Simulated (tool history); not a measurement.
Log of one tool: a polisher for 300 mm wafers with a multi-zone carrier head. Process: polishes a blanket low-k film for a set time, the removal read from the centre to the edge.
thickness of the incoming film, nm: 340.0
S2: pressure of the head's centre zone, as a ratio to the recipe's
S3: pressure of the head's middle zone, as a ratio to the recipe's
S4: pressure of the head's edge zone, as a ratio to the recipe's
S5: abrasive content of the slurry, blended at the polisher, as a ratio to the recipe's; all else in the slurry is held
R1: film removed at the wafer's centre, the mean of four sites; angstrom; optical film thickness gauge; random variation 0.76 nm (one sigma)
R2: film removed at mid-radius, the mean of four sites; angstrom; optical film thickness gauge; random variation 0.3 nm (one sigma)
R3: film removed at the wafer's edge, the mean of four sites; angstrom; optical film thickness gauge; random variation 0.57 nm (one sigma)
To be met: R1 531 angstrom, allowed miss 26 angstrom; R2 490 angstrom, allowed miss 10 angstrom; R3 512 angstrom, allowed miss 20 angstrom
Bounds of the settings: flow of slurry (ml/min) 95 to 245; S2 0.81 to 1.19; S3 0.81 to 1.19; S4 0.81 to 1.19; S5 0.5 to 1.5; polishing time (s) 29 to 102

Run 1, hour 0: flow of slurry (ml/min) 155, S2 1, S3 1, S4 1, S5 1, polishing time (s) 65. Result: R1 363.61 angstrom, R2 383.81 angstrom, R3 374.77 angstrom.
Run 2, hour 2.1: flow of slurry (ml/min) 185, S2 1, S3 1, S4 1, S5 1, polishing time (s) 65. Result: R1 392.68 angstrom, R2 394.79 angstrom, R3 380.88 angstrom.
Run 3, hour 4.8: flow of slurry (ml/min) 185, S2 1.02, S3 1, S4 1.03, S5 1.1, polishing time (s) 65. Result: R1 409.98 angstrom, R2 407.97 angstrom, R3 402.92 angstrom.
Run 4, hour 7.1: flow of slurry (ml/min) 190, S2 1.04, S3 1.01, S4 1.05, S5 1.15, polishing time (s) 65. Result: R1 425.71 angstrom, R2 423.17 angstrom, R3 426.53 angstrom.
Run 5, hour 10.1: flow of slurry (ml/min) 195, S2 1.06, S3 1.02, S4 1.07, S5 1.15, polishing time (s) 65. Result: R1 427.68 angstrom, R2 425.89 angstrom, R3 427.41 angstrom.
Run 6, hour 18.1: flow of slurry (ml/min) 235, S2 1.06, S3 1.02, S4 1.07, S5 1.15, polishing time (s) 65. Result: R1 453.34 angstrom, R2 437.36 angstrom, R3 425.83 angstrom.
Run 7, hour 19.7: flow of slurry (ml/min) 235, S2 1.08, S3 1.02, S4 1.08, S5 1.2, polishing time (s) 65. Result: R1 469.91 angstrom, R2 450.1 angstrom, R3 449.63 angstrom.
Run 8, hour 24.8: flow of slurry (ml/min) 235, S2 1.1, S3 1.02, S4 1.09, S5 1.25, polishing time (s) 65. Result: R1 481.37 angstrom, R2 454.8 angstrom, R3 447.27 angstrom.
Run 9, hour 27.6: flow of slurry (ml/min) 230, S2 1.08, S3 0.95, S4 1.16, S5 1.5, polishing time (s) 68. Result: R1 534.59 angstrom, R2 476.76 angstrom, R3 519.67 angstrom.
Run 10, hour 31.8: flow of slurry (ml/min) 230, S2 1.08, S3 0.95, S4 1.15, S5 1.5, polishing time (s) 68. Result: R1 535.87 angstrom, R2 474.82 angstrom, R3 520.18 angstrom.
Run 11, hour 32.7: flow of slurry (ml/min) 230, S2 1.08, S3 0.96, S4 1.14, S5 1.5, polishing time (s) 68. Result: R1 517.6 angstrom, R2 480.34 angstrom, R3 511.71 angstrom.

4 next moves are on the table. One of them brings every result within its allowed miss. Which?
Run A, hour 33.6: flow of slurry (ml/min) 210, S2 1.08, S3 0.98, S4 1.13, S5 1.5, polishing time (s) 69. Result: R1 ?, R2 ?, R3 ?.
Run B, hour 33.6: flow of slurry (ml/min) 230, S2 1.11, S3 0.98, S4 1.12, S5 1.5, polishing time (s) 65. Result: R1 ?, R2 ?, R3 ?.
Run C, hour 33.6: flow of slurry (ml/min) 225, S2 0.98, S3 0.98, S4 1.19, S5 1.5, polishing time (s) 68. Result: R1 ?, R2 ?, R3 ?.
Run D, hour 33.6: flow of slurry (ml/min) 180, S2 1.11, S3 0.9, S4 1.11, S5 1.45, polishing time (s) 72. Result: R1 ?, R2 ?, R3 ?.

move      R1      R2      R3
   A  531.67  487.88  515.81
   B  522.06  465.28  488.33
   C   480.2  485.64  525.34
   D  548.17  457.24  518.41
A: meets every target
B: further off than the last run
C: brings the result that was furthest off to its target, and leaves another outside
D: further off than the last run
The right move is A.

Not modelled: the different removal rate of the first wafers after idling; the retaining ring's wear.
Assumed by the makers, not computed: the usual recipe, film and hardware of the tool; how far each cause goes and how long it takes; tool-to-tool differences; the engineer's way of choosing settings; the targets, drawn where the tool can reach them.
